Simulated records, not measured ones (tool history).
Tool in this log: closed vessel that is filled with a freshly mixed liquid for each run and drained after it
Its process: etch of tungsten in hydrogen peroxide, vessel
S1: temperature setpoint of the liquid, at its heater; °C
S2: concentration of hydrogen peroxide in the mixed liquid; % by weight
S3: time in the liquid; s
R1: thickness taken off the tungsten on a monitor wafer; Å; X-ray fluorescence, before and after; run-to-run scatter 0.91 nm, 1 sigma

run	hour	S1	S2	S3	R1
1	0.0	46.0	15.5	100	1073.2
2	7.4	50.5	15.5	100	1421.0
3	8.1	50.5	13.0	100	1295.9
4	16.7	51.5	13.0	100	1378.8
5	19.0	56.0	13.0	100	1807.0
6	22.3	56.0	13.0	100	1799.8
7	24.4	56.5	13.0	100	1855.2
8	27.2	57.5	13.0	100	1974.5

What will run 9 give?
9	33.9	58.0	13.0	100	?

R1: 2022.6 Å
